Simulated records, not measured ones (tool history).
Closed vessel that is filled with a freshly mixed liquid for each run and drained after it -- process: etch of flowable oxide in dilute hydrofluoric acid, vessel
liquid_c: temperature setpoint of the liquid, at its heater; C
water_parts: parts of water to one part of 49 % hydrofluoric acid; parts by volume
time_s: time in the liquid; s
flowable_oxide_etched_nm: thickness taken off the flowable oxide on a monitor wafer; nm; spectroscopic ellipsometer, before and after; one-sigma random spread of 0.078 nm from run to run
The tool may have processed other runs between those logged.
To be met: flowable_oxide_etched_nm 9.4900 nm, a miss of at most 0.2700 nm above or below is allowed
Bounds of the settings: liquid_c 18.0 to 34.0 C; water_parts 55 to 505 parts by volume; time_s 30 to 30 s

run	hour	liquid_c	water_parts	time_s	flowable_oxide_etched_nm
1	0.0	26.0	280	30	3.8577
2	9.0	26.0	280	30	3.8568
3	10.2	28.5	235	30	5.2583
4	12.9	27.0	235	30	4.9457
5	18.7	29.0	205	30	6.3156
6	20.9	32.5	205	30	7.0596
7	23.5	33.0	190	30	7.9848
8	32.7	33.5	180	30	8.7081
9	36.3	33.5	175	30	9.0495

Exactly one of the 4 candidate moves below puts every result within its allowed miss. Which one?
A	39.9	31.5	160	30	?
B	39.9	27.5	150	30	?
C	39.9	33.5	160	30	?
D	39.9	34.0	160	30	?

move	flowable_oxide_etched_nm
A	9.3661
B	8.7631
C	10.0400
D	10.2130
A: hits every target within its allowed miss
B: its largest miss is bigger than the last run's
C: the result that was furthest off in the last run now lies on the other side of its target
D: the result that was furthest off in the last run now lies on the other side of its target
Correct choice: A, which meets every target
